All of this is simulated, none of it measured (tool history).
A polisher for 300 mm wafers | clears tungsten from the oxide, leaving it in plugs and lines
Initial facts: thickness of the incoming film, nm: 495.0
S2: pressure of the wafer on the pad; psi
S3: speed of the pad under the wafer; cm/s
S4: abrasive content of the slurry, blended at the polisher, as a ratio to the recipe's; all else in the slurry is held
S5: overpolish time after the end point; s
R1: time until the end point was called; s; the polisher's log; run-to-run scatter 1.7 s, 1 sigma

Run 1, hour 0.0: flow of slurry (ml/min) 315, S2 3.3 psi, S3 98 cm/s, S4 1.0, S5 45 s. Result: R1 124.98 s.
Run 2, hour 6.6: flow of slurry (ml/min) 315, S2 3.3 psi, S3 86 cm/s, S4 1.0, S5 45 s. Result: R1 137.75 s.
Run 3, hour 13.1: flow of slurry (ml/min) 315, S2 3.6 psi, S3 88 cm/s, S4 1.0, S5 45 s. Result: R1 127.73 s.
Run 4, hour 21.5: flow of slurry (ml/min) 375, S2 3.6 psi, S3 88 cm/s, S4 1.0, S5 45 s. Result: R1 123.84 s.
Run 5, hour 29.6: flow of slurry (ml/min) 375, S2 3.8 psi, S3 90 cm/s, S4 1.0, S5 45 s. Result: R1 117.76 s.
Run 6, hour 37.2: flow of slurry (ml/min) 375, S2 4.0 psi, S3 92 cm/s, S4 1.0, S5 45 s. Result: R1 104.42 s.

Run 7 is up next; what results do you expect?
Run 7, hour 40.4: flow of slurry (ml/min) 375, S2 4.1 psi, S3 92 cm/s, S4 1.0, S5 45 s. Result: R1 ?.

{"run 7": {"R1": 105.66}}
